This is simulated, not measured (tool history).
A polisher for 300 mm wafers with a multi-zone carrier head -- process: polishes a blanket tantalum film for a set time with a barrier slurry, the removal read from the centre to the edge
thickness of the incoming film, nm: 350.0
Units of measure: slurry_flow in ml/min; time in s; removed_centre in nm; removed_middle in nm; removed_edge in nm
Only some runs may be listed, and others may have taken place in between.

run  hour  slurry_flow  centre_zone  middle_zone  edge_zone  slurry_solids  time  removed_centre  removed_middle  removed_edge
  1     0          275            1            1          1              1    41          58.977          56.632        58.287
  2   6.1          275            1            1          1            0.9    41          58.129          56.355        55.935
  3  12.4          275         0.99         0.99       0.99           0.85    40          54.839          53.499        53.859
  4  17.2          275         0.99         0.99       0.98            0.8    39          51.979          50.244        50.692
  5  19.1          275         0.99         0.99       0.98           0.95    39          54.206          53.762        53.763
  6  19.8          275         0.99         1.02       0.98           0.95    39          55.029          53.936        53.923
  7  26.1          275         0.99         1.02       0.96            0.9    39          54.752          53.852        52.119

Run 8 has not been measured yet. What should we expect?
  8  33.5          260         0.92         0.92       0.86           0.65    35               ?               ?             ?

{"run 8": {"removed_centre": 41.092, "removed_middle": 40.175, "removed_edge": 39.991}}
